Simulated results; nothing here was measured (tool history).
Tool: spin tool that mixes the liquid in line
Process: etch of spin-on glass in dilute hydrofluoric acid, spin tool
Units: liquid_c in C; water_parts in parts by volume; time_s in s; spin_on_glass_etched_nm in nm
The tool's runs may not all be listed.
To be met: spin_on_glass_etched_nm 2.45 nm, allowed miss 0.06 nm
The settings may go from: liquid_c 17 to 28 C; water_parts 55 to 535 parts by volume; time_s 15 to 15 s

run  hour  liquid_c  water_parts  time_s  spin_on_glass_etched_nm
  1     0        20          295      15                   1.3033
  2   1.8        20          255      15                   1.5576
  3   2.8        20          255      15                   1.5678
  4   5.6        20          150      15                   2.9612
  5   7.5        22          150      15                   3.2021
  6  10.5        21          150      15                   3.0863
  7  11.4        17          175      15                   2.2047
  8  15.4        17          175      15                   2.1553
  9  21.1        17          175      15                   2.1799
 10  23.6      17.5          175      15                   2.2491
 11  30.2        18          175      15                   2.2834
 12  32.5        19          175      15                   2.3566
 13  35.4        19          175      15                   2.3713
 14  38.3        19          175      15                    2.357

Which of these 4 next moves meets every target?
  A  41.2        17          150      15                        ?
  B  41.2        18          165      15                        ?
  C  41.2      18.5          155      15                        ?
  D  41.2      17.5          175      15                        ?

move  spin_on_glass_etched_nm
   A                   2.5779
   B                   2.4054
   C                   2.6385
   D                   2.2014
A: takes the result that was furthest off past its target
B: meets every target
C: takes the result that was furthest off past its target
D: further off than the last run
Move B is the one to make.
